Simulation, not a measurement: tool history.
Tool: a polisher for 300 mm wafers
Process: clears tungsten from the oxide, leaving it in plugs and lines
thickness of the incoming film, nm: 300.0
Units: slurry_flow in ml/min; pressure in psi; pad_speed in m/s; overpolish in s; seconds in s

Run 1, hour 0.0: slurry_flow 220 ml/min, pressure 2.8 psi, pad_speed 0.86 m/s, slurry_solids 1.00, overpolish 22 s. Result: seconds 119.17 s.
Run 2, hour 8.4: slurry_flow 220 ml/min, pressure 2.7 psi, pad_speed 0.86 m/s, slurry_solids 1.00, overpolish 22 s. Result: seconds 121.04 s.
Run 3, hour 9.5: slurry_flow 220 ml/min, pressure 2.6 psi, pad_speed 0.86 m/s, slurry_solids 1.00, overpolish 22 s. Result: seconds 127.46 s.
Run 4, hour 12.6: slurry_flow 220 ml/min, pressure 2.5 psi, pad_speed 0.86 m/s, slurry_solids 1.00, overpolish 22 s. Result: seconds 131.07 s.
Run 5, hour 14.7: slurry_flow 220 ml/min, pressure 2.5 psi, pad_speed 0.86 m/s, slurry_solids 0.85, overpolish 22 s. Result: seconds 132.22 s.
Run 6, hour 21.3: slurry_flow 170 ml/min, pressure 2.5 psi, pad_speed 0.86 m/s, slurry_solids 0.85, overpolish 22 s. Result: seconds 139.26 s.
Run 7, hour 22.3: slurry_flow 170 ml/min, pressure 2.4 psi, pad_speed 0.86 m/s, slurry_solids 0.85, overpolish 22 s. Result: seconds 138.12 s.
Run 8, hour 29.4: slurry_flow 170 ml/min, pressure 2.3 psi, pad_speed 0.86 m/s, slurry_solids 0.85, overpolish 22 s. Result: seconds 147.64 s.
Run 9, hour 33.4: slurry_flow 170 ml/min, pressure 2.2 psi, pad_speed 0.86 m/s, slurry_solids 0.85, overpolish 22 s. Result: seconds 149.89 s.
Run 10, hour 36.5: slurry_flow 170 ml/min, pressure 2.1 psi, pad_speed 0.86 m/s, slurry_solids 0.85, overpolish 22 s. Result: seconds 156.06 s.

The next listed run, before its measurement:
Run 11, hour 42.2: slurry_flow 170 ml/min, pressure 2.0 psi, pad_speed 0.86 m/s, slurry_solids 0.85, overpolish 22 s. Result: seconds ?.

Run 11 gave seconds 164.51 s.

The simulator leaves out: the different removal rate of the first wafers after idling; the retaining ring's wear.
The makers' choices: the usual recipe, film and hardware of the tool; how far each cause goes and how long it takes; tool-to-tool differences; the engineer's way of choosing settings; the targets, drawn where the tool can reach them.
